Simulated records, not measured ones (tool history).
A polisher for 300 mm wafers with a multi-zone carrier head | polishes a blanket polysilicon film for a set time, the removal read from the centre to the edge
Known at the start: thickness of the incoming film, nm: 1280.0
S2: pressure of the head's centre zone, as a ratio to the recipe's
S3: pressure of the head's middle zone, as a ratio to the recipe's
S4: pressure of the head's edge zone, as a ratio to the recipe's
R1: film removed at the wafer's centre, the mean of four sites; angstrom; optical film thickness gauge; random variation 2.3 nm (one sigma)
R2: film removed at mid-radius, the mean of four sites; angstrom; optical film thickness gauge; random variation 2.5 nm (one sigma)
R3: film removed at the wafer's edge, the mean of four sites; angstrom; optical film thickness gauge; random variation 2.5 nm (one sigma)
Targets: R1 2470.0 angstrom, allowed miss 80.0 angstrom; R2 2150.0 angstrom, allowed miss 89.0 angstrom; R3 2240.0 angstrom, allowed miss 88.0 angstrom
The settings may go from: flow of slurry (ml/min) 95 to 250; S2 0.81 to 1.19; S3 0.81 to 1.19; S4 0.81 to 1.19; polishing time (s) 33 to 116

Run 1, hour 0.0: flow of slurry (ml/min) 160, S2 1.00, S3 1.00, S4 1.00, polishing time (s) 74. Result: R1 3940.6 angstrom, R2 3884.6 angstrom, R3 3910.0 angstrom.
Run 2, hour 2.1: flow of slurry (ml/min) 160, S2 1.00, S3 1.00, S4 1.00, polishing time (s) 55. Result: R1 2913.7 angstrom, R2 2885.7 angstrom, R3 2947.4 angstrom.
Run 3, hour 10.3: flow of slurry (ml/min) 160, S2 1.05, S3 1.00, S4 1.00, polishing time (s) 55. Result: R1 3035.8 angstrom, R2 2930.5 angstrom, R3 2897.5 angstrom.
Run 4, hour 17.7: flow of slurry (ml/min) 155, S2 1.05, S3 0.98, S4 0.98, polishing time (s) 53. Result: R1 2941.3 angstrom, R2 2736.6 angstrom, R3 2718.5 angstrom.
Run 5, hour 21.9: flow of slurry (ml/min) 150, S2 1.04, S3 0.96, S4 0.96, polishing time (s) 52. Result: R1 2852.6 angstrom, R2 2580.2 angstrom, R3 2654.5 angstrom.
Run 6, hour 26.6: flow of slurry (ml/min) 145, S2 1.03, S3 0.96, S4 0.94, polishing time (s) 51. Result: R1 2736.8 angstrom, R2 2581.3 angstrom, R3 2522.9 angstrom.
Run 7, hour 32.3: flow of slurry (ml/min) 140, S2 1.03, S3 0.94, S4 0.93, polishing time (s) 51. Result: R1 2705.3 angstrom, R2 2532.4 angstrom, R3 2557.9 angstrom.
Run 8, hour 36.4: flow of slurry (ml/min) 135, S2 1.03, S3 0.92, S4 0.92, polishing time (s) 50. Result: R1 2665.1 angstrom, R2 2385.4 angstrom, R3 2529.3 angstrom.
Run 9, hour 45.4: flow of slurry (ml/min) 130, S2 1.03, S3 0.91, S4 0.91, polishing time (s) 49. Result: R1 2519.5 angstrom, R2 2375.4 angstrom, R3 2427.5 angstrom.
Run 10, hour 47.7: flow of slurry (ml/min) 130, S2 1.11, S3 0.82, S4 0.89, polishing time (s) 44. Result: R1 2448.7 angstrom, R2 1902.2 angstrom, R3 2150.6 angstrom.
Run 11, hour 51.8: flow of slurry (ml/min) 135, S2 1.10, S3 0.83, S4 0.89, polishing time (s) 44. Result: R1 2432.5 angstrom, R2 1948.3 angstrom, R3 2127.9 angstrom.
Run 12, hour 52.4: flow of slurry (ml/min) 135, S2 1.09, S3 0.84, S4 0.89, polishing time (s) 44. Result: R1 2444.6 angstrom, R2 1968.5 angstrom, R3 2158.5 angstrom.
Run 13, hour 60.6: flow of slurry (ml/min) 135, S2 1.08, S3 0.85, S4 0.89, polishing time (s) 44. Result: R1 2448.7 angstrom, R2 1992.5 angstrom, R3 2118.0 angstrom.
Run 14, hour 65.7: flow of slurry (ml/min) 135, S2 1.08, S3 0.86, S4 0.90, polishing time (s) 44. Result: R1 2437.8 angstrom, R2 2011.9 angstrom, R3 2133.7 angstrom.
Run 15, hour 70.8: flow of slurry (ml/min) 135, S2 1.08, S3 0.87, S4 0.91, polishing time (s) 44. Result: R1 2424.5 angstrom, R2 2018.7 angstrom, R3 2143.6 angstrom.
Run 16, hour 75.9: flow of slurry (ml/min) 135, S2 1.07, S3 0.87, S4 0.91, polishing time (s) 44. Result: R1 2405.0 angstrom, R2 2073.3 angstrom, R3 2239.7 angstrom.

5 next moves are on the table. One of them brings every result within its allowed miss. Which?
Run A, hour 81.0: flow of slurry (ml/min) 120, S2 0.96, S3 0.83, S4 0.91, polishing time (s) 46. Result: R1 ?, R2 ?, R3 ?.
Run B, hour 81.0: flow of slurry (ml/min) 145, S2 1.01, S3 0.95, S4 0.90, polishing time (s) 44. Result: R1 ?, R2 ?, R3 ?.
Run C, hour 81.0: flow of slurry (ml/min) 95, S2 1.06, S3 0.89, S4 0.87, polishing time (s) 48. Result: R1 ?, R2 ?, R3 ?.
Run D, hour 81.0: flow of slurry (ml/min) 150, S2 1.12, S3 0.81, S4 0.97, polishing time (s) 42. Result: R1 ?, R2 ?, R3 ?.
Run E, hour 81.0: flow of slurry (ml/min) 215, S2 1.08, S3 0.81, S4 0.97, polishing time (s) 42. Result: R1 ?, R2 ?, R3 ?.

move      R1      R2      R3
   A  2200.7  1992.6  2237.2
   B  2265.8  2189.6  2167.0
   C  2393.4  2123.6  2228.8
   D  2368.1  1839.7  2153.3
   E  2416.3  1924.7  2225.0
A: further off than the last run
B: brings the result that was furthest off to its target, and leaves another outside
C: meets every target
D: further off than the last run
E: further off than the last run
Move C is the one to make.
